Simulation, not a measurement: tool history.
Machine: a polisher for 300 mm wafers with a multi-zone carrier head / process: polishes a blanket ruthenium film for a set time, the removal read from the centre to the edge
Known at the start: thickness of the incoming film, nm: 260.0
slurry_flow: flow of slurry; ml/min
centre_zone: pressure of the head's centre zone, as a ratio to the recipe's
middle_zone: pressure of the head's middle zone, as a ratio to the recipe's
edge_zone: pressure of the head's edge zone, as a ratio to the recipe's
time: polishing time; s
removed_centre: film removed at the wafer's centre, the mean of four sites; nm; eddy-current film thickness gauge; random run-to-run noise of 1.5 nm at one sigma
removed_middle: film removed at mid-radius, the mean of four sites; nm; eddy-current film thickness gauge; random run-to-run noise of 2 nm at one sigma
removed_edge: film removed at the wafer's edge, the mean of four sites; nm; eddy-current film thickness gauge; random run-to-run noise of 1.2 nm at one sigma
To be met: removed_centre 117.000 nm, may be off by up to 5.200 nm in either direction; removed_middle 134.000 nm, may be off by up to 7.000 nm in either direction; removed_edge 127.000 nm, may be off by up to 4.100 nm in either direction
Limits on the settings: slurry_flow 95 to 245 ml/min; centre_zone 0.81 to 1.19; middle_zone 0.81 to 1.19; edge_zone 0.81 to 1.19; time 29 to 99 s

run 1 hour=0.0 | slurry_flow=155 centre_zone=1.00 middle_zone=1.00 edge_zone=1.00 time=64 | removed_centre=94.611 removed_middle=95.368 removed_edge=93.343
run 2 hour=3.8 | slurry_flow=165 centre_zone=0.99 middle_zone=1.02 edge_zone=1.03 time=67 | removed_centre=98.214 removed_middle=100.250 removed_edge=98.585
run 3 hour=9.6 | slurry_flow=165 centre_zone=0.98 middle_zone=1.04 edge_zone=1.04 time=71 | removed_centre=103.060 removed_middle=110.440 removed_edge=104.730
run 4 hour=12.2 | slurry_flow=170 centre_zone=0.97 middle_zone=1.05 edge_zone=1.06 time=74 | removed_centre=110.920 removed_middle=112.490 removed_edge=110.170
run 5 hour=20.4 | slurry_flow=170 centre_zone=0.94 middle_zone=1.07 edge_zone=1.06 time=77 | removed_centre=111.840 removed_middle=123.510 removed_edge=115.810
run 6 hour=27.4 | slurry_flow=175 centre_zone=0.93 middle_zone=1.07 edge_zone=1.07 time=78 | removed_centre=113.730 removed_middle=122.430 removed_edge=116.870
run 7 hour=31.9 | slurry_flow=175 centre_zone=0.93 middle_zone=1.07 edge_zone=1.07 time=78 | removed_centre=110.640 removed_middle=126.510 removed_edge=119.040
run 8 hour=33.8 | slurry_flow=180 centre_zone=0.93 middle_zone=1.07 edge_zone=1.08 time=79 | removed_centre=113.050 removed_middle=127.160 removed_edge=119.890

Below are 4 possible settings for the next run. Only one of them brings all results inside the allowed miss of their targets. Which is it?
run A hour=35.7 | slurry_flow=245 centre_zone=0.84 middle_zone=1.17 edge_zone=0.96 time=85 | removed_centre=? removed_middle=? removed_edge=?
run B hour=35.7 | slurry_flow=140 centre_zone=0.94 middle_zone=1.03 edge_zone=1.13 time=90 | removed_centre=? removed_middle=? removed_edge=?
run C hour=35.7 | slurry_flow=210 centre_zone=0.89 middle_zone=1.06 edge_zone=1.09 time=82 | removed_centre=? removed_middle=? removed_edge=?
run D hour=35.7 | slurry_flow=170 centre_zone=0.96 middle_zone=1.14 edge_zone=1.07 time=79 | removed_centre=? removed_middle=? removed_edge=?

move=A removed_centre=118.120 removed_middle=149.180 removed_edge=125.110
move=B removed_centre=126.000 removed_middle=130.940 removed_edge=132.820
move=C removed_centre=117.160 removed_middle=129.770 removed_edge=124.650
move=D removed_centre=116.670 removed_middle=129.230 removed_edge=116.650
A: the furthest-off result lands on target, but another misses its tolerance
B: moves the result that the last run missed by most past its target, out the other side
C: meets every target
D: lands further from the targets than the last run did
Go with C: it meets all targets.
